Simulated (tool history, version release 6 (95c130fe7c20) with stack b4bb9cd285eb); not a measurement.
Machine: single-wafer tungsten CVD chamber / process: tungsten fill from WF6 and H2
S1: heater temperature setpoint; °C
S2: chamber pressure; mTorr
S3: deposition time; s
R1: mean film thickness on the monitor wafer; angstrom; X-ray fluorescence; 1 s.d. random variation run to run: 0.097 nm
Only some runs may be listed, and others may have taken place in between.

run  hour   S1     S2    S3      R1
  1   0.0  380  29900  18.8  358.04
  2   7.3  378  29800  18.8  345.09
  3   7.9  378  35000  18.8  375.43
  4  12.9  378  31000  18.8  351.78
  5  20.0  378  26500  18.8  321.89
     24.3  -- thermocouple changed; heater temperature recalibrated
  6  24.3  377  26500  18.8  338.13

Run 7 comes next. What will it give?
  7  27.5  374  26300  18.8   ?

{"run 7": {"R1": 318.05}}

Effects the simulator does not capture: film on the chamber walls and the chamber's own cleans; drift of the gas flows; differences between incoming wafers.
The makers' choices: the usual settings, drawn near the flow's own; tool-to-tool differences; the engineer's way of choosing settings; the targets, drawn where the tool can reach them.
